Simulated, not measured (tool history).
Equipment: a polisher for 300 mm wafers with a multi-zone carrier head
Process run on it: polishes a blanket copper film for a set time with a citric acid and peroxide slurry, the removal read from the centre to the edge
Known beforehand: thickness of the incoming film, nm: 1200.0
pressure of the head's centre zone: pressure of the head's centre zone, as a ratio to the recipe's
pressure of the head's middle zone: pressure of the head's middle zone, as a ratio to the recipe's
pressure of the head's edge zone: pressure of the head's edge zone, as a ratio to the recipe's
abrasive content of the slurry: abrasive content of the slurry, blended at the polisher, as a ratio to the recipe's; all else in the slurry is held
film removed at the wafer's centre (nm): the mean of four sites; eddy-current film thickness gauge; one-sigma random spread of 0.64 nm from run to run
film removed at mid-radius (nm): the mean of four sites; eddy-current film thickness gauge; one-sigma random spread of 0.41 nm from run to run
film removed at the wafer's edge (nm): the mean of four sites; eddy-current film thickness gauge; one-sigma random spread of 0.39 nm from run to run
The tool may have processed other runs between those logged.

run,hour,flow of slurry (ml/min),pressure of the head's centre zone,pressure of the head's middle zone,pressure of the head's edge zone,abrasive content of the slurry,polishing time (s),film removed at the wafer's centre (nm),film removed at mid-radius (nm),film removed at the wafer's edge (nm)
1,0,245,1,1,1,1,36,79.077,84.418,81.618
2,6,215,1,1,1,1,36,80.759,82.947,81.242
3,11.1,215,1.03,1,1,1,36,83.139,82.393,80.905
4,13.5,215,1.03,1,1,0.85,36,79.22,80.132,77.182
5,18.8,215,0.99,0.97,0.98,0.8,34,69.307,72.002,71.407
6,24,215,0.97,0.95,0.96,0.75,33,66.295,67.533,66.476
7,25,220,0.94,0.94,0.96,0.7,32,59.67,63.387,63.942
8,26.4,220,0.94,0.94,0.96,0.7,32,61.962,63.11,64.511
9,33.3,220,0.91,0.94,0.95,0.65,31,56.612,59.844,60.383

Forecast run 10:
10,41.8,215,0.89,0.94,0.95,0.6,31,?,?,?

film removed at the wafer's centre (nm): 52.583
film removed at mid-radius (nm): 58.041
film removed at the wafer's edge (nm): 58.82
